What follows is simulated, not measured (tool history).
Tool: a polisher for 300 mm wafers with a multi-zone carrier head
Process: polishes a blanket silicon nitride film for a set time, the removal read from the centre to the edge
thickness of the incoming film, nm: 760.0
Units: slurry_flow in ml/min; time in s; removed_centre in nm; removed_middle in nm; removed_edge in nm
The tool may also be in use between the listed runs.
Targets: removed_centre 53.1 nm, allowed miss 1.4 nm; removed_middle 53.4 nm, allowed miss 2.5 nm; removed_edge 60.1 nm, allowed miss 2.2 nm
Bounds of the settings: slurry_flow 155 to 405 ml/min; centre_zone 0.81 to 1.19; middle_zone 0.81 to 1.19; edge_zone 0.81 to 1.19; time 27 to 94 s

| run | hour | slurry_flow | centre_zone | middle_zone | edge_zone | time | removed_centre | removed_middle | removed_edge |
|---|---|---|---|---|---|---|---|---|---|
| 1 | 0 | 260 | 1 | 1 | 1 | 60 | 65.847 | 65.953 | 68.674 |
| 2 | 6.1 | 255 | 0.99 | 0.99 | 0.99 | 60 | 64.996 | 66.339 | 66.43 |
| 3 | 10.2 | 255 | 0.98 | 0.97 | 1 | 59 | 63.81 | 62.038 | 65.576 |
| 4 | 10.9 | 255 | 1.02 | 0.97 | 1 | 59 | 65.707 | 63.523 | 65.885 |
| 5 | 14.3 | 250 | 1 | 0.96 | 1 | 59 | 65.163 | 64.621 | 65.678 |
| 6 | 17.8 | 250 | 0.93 | 0.96 | 1 | 59 | 60.14 | 62.9 | 66.103 |
| 7 | 20.8 | 250 | 0.92 | 0.95 | 1 | 59 | 59.524 | 63.102 | 66.547 |
| 8 | 24.3 | 220 | 0.88 | 0.85 | 0.92 | 54 | 51.666 | 50.69 | 57.786 |
| 9 | 27.8 | 225 | 0.88 | 0.85 | 0.92 | 54 | 51.61 | 52.494 | 57.949 |

Which of these 4 next moves meets every target?
| A | 31.3 | 240 | 0.91 | 0.96 | 0.81 | 53 | ? | ? | ? |
| B | 31.3 | 220 | 0.86 | 0.83 | 0.89 | 57 | ? | ? | ? |
| C | 31.3 | 190 | 0.83 | 0.81 | 1 | 56 | ? | ? | ? |
| D | 31.3 | 235 | 0.95 | 0.89 | 0.87 | 51 | ? | ? | ? |

| move | removed_centre | removed_middle | removed_edge |
|---|---|---|---|
| A | 52.152 | 55.748 | 54.287 |
| B | 52.492 | 52.758 | 60.656 |
| C | 49.022 | 50.146 | 62.345 |
| D | 52.278 | 50.259 | 53.899 |
A: brings the result that was furthest off to its target, and leaves another outside
B: meets every target
C: further off than the last run
D: brings the result that was furthest off to its target, and leaves another outside
Move B is the one to make.

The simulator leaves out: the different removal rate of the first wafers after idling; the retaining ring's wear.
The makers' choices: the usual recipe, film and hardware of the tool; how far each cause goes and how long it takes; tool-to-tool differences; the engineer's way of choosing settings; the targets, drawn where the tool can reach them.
